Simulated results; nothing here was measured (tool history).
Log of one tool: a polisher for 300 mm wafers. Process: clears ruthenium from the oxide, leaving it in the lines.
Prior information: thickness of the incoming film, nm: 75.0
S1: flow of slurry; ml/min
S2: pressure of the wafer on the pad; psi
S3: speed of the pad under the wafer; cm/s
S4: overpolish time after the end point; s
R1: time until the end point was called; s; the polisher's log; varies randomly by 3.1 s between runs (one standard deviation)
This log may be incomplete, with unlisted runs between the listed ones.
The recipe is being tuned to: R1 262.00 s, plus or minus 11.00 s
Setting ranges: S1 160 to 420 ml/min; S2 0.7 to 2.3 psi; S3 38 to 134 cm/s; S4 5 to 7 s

run  hour   S1   S2  S3  S4      R1
  1   0.0  270  1.5  86   7  100.58
  2   1.6  270  1.5  86   7  100.29
  3   5.3  270  1.4  80   7  116.56
  4  10.7  270  1.6  80   7  100.77
  5  18.8  270  1.6  80   7  102.49
  6  19.4  270  1.5  76   7  114.40
  7  20.3  270  1.4  72   7  125.89
  8  25.1  270  1.3  68   7  143.84
  9  28.9  270  1.2  66   7  158.78
 10  31.5  270  1.1  64   7  175.66
 11  32.8  270  1.0  62   7  199.33
 12  36.3  270  0.8  60   7  238.10

4 next moves are on the table. One of them brings every result within its allowed miss. Which?
  A  39.8  260  0.8  64   7   ?
  B  39.8  275  1.0  50   5   ?
  C  39.8  360  1.0  50   7   ?
  D  39.8  270  0.7  62   5   ?

move      R1
   A  228.37
   B  239.17
   C  233.26
   D  260.65
A: misses by more than the last run did
B: roughly where the last run was
C: misses by more than the last run did
D: meets every target
The move that meets every target is D.

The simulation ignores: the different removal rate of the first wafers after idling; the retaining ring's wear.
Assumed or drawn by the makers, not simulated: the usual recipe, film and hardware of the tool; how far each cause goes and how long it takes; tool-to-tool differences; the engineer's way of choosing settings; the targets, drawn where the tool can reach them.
